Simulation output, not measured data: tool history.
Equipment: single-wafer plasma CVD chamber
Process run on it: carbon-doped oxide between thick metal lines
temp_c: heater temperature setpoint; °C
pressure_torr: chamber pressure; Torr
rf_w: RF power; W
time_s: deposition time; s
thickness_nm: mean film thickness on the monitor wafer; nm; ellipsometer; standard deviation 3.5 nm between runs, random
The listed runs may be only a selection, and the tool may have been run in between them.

run 1 hour=0.0 | temp_c=360 pressure_torr=5.60 rf_w=630 time_s=153 | thickness_nm=902.58
run 2 hour=1.2 | temp_c=358 pressure_torr=5.83 rf_w=680 time_s=153 | thickness_nm=949.87
run 3 hour=6.8 | temp_c=358 pressure_torr=5.83 rf_w=725 time_s=153 | thickness_nm=979.99
run 4 hour=9.0 | temp_c=357 pressure_torr=5.99 rf_w=755 time_s=153 | thickness_nm=1009.20
run 5 hour=10.1 | temp_c=357 pressure_torr=5.99 rf_w=755 time_s=145 | thickness_nm=954.29
run 6 hour=19.0 | temp_c=357 pressure_torr=5.99 rf_w=820 time_s=145 | thickness_nm=990.80
run 7 hour=24.7 | temp_c=356 pressure_torr=6.16 rf_w=825 time_s=148 | thickness_nm=1026.30

For run 8, what comes out?
run 8 hour=31.3 | temp_c=356 pressure_torr=6.26 rf_w=825 time_s=149 | thickness_nm=?

{"run 8": {"thickness_nm": 1039.8}}
